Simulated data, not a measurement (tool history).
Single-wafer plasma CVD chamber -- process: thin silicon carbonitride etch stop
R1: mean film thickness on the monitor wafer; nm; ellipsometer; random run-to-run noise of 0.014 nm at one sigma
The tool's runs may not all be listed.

Run 1, hour 0: RF power (kW) 0.165, deposition time (s) 7.47. Result: R1 4.209 nm.
Run 2, hour 6.7: RF power (kW) 0.15, deposition time (s) 7.47. Result: R1 4.1297 nm.
Run 3, hour 9.8: RF power (kW) 0.15, deposition time (s) 7.19. Result: R1 3.9662 nm.
Run 4, hour 13.9: RF power (kW) 0.15, deposition time (s) 8.15. Result: R1 4.4737 nm.
Run 5, hour 16.9: RF power (kW) 0.145, deposition time (s) 7.76. Result: R1 4.2277 nm.
Run 6, hour 18.8: RF power (kW) 0.135, deposition time (s) 7.76. Result: R1 4.1499 nm.
Run 7, hour 19.6: RF power (kW) 0.13, deposition time (s) 7.47. Result: R1 3.9551 nm.
Run 8, hour 20.2: RF power (kW) 0.13, deposition time (s) 7.25. Result: R1 3.8222 nm.
Run 9, hour 28.6: RF power (kW) 0.13, deposition time (s) 7.08. Result: R1 3.7557 nm.

For run 10, what comes out?
Run 10, hour 30.1: RF power (kW) 0.13, deposition time (s) 6.93. Result: R1 ?.

{"run 10": {"R1": 3.7015}}
